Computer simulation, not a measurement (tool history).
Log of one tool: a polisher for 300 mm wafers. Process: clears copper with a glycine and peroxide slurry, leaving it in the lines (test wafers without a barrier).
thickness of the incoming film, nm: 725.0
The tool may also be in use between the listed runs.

run	day	flow of slurry (ml/min)	pressure of the wafer on the pad (psi)	speed of the pad under the wafer (cm/s)	overpolish time after the end point (s)	time until the end point was called (s)	dishing of a wide line in a test structure (Å)
1	0	280	2.1	114	22	137.51	671.43
2	0.308	280	2.2	114	23	131.69	716.82
3	0.638	280	2.3	114	24	128.43	757.49
4	0.742	235	2.3	114	24	129.13	735.75
5	1.021	170	2.3	114	24	137.5	721.1
6	1.325	180	2.4	114	24	127.54	749.01

The next listed run, before its measurement:
7	1.404	185	2.4	114	25	?	?

Run 7 gave time until the end point was called (s) 131.8, dishing of a wide line in a test structure (Å) 760.2.

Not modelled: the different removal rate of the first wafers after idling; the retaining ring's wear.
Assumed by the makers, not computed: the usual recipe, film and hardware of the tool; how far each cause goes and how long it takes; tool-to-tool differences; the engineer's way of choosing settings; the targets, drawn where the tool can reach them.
